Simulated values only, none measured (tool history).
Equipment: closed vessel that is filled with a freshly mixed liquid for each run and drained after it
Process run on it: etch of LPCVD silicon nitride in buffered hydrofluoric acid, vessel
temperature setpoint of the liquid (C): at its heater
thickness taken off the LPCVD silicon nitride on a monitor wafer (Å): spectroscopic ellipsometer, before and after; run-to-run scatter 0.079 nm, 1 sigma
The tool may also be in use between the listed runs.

run,hour,temperature setpoint of the liquid (C),parts of 40 % ammonium fluoride to one part of 49 % hydrofluoric acid (parts by volume),time in the liquid (s),thickness taken off the LPCVD silicon nitride on a monitor wafer (Å)
1,0.0,25.0,19.0,2755,228.05
2,3.6,26.5,19.0,2755,247.49
3,10.1,25.0,19.0,2755,226.50
4,15.2,25.0,22.5,2755,199.33
5,20.8,28.0,22.5,2755,233.91
6,24.8,28.0,22.5,2755,235.66

Predict the results of run 7:
7,27.0,28.0,22.5,2755,?

Run 7 came out at thickness taken off the LPCVD silicon nitride on a monitor wafer (Å) 235.20.
